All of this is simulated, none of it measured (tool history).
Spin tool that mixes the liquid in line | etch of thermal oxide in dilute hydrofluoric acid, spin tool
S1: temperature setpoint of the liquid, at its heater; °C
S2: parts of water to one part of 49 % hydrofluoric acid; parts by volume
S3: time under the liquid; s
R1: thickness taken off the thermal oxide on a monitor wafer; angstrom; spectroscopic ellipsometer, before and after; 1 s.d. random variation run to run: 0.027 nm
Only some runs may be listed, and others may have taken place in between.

run    day    S1   S2  S3       R1
  1  0.000  24.0  190  90   20.850
  2  0.204  26.0  175  90   24.712
  3  0.388  27.5  165  90   27.881
  4  0.546  27.5  105  90   48.025
  5  0.762  27.5  105  90   47.888
  6  1.067  27.5   40  90  136.000
  7  1.121  28.5   60  90   92.304
  8  1.179  29.0   75  90   73.511
  9  1.296  29.5   85  90   65.649
 10  1.433  30.0   95  90   58.767

The next listed run, before its measurement:
 11  1.767  30.0  105  90   ?

{"run 11": {"R1": 52.0}}
